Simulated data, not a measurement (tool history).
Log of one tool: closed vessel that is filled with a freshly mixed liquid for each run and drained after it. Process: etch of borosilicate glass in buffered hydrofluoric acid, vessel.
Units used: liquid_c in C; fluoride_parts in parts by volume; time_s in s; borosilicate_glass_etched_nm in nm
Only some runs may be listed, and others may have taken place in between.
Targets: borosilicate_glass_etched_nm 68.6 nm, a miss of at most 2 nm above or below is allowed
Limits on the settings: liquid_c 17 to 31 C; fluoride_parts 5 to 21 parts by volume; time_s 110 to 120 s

Run 1, hour 0: liquid_c 23 C, fluoride_parts 13 parts by volume, time_s 110 s. Result: borosilicate_glass_etched_nm 109.37 nm.
Run 2, hour 2.4: liquid_c 23 C, fluoride_parts 13 parts by volume, time_s 110 s. Result: borosilicate_glass_etched_nm 107.07 nm.
Run 3, hour 6.5: liquid_c 22 C, fluoride_parts 13 parts by volume, time_s 110 s. Result: borosilicate_glass_etched_nm 101.11 nm.
Run 4, hour 15.4: liquid_c 21.5 C, fluoride_parts 13 parts by volume, time_s 110 s. Result: borosilicate_glass_etched_nm 98.88 nm.
Run 5, hour 19.7: liquid_c 23.5 C, fluoride_parts 13 parts by volume, time_s 110 s. Result: borosilicate_glass_etched_nm 111.28 nm.
Run 6, hour 28: liquid_c 23.5 C, fluoride_parts 13 parts by volume, time_s 120 s. Result: borosilicate_glass_etched_nm 121.26 nm.
Run 7, hour 33.1: liquid_c 22.5 C, fluoride_parts 13.5 parts by volume, time_s 120 s. Result: borosilicate_glass_etched_nm 110.8 nm.
Run 8, hour 39.4: liquid_c 18.5 C, fluoride_parts 16.5 parts by volume, time_s 120 s. Result: borosilicate_glass_etched_nm 72.062 nm.
Run 9, hour 46.6: liquid_c 18 C, fluoride_parts 16.5 parts by volume, time_s 120 s. Result: borosilicate_glass_etched_nm 70.857 nm.

Below are 4 possible settings for the next run. Only one of them brings all results inside the allowed miss of their targets. Which is it?
Run A, hour 53.8: liquid_c 17.5 C, fluoride_parts 15.5 parts by volume, time_s 120 s. Result: borosilicate_glass_etched_nm ?.
Run B, hour 53.8: liquid_c 17 C, fluoride_parts 16 parts by volume, time_s 120 s. Result: borosilicate_glass_etched_nm ?.
Run C, hour 53.8: liquid_c 17 C, fluoride_parts 13.5 parts by volume, time_s 110 s. Result: borosilicate_glass_etched_nm ?.
Run D, hour 53.8: liquid_c 18 C, fluoride_parts 15.5 parts by volume, time_s 115 s. Result: borosilicate_glass_etched_nm ?.

move  borosilicate_glass_etched_nm
   A                        74.247
   B                        69.958
   C                        75.917
   D                        73.163
A: the biggest miss grows against the last run
B: each result inside its tolerance
C: the biggest miss grows against the last run
D: the biggest miss grows against the last run
Go with B: it meets all targets.
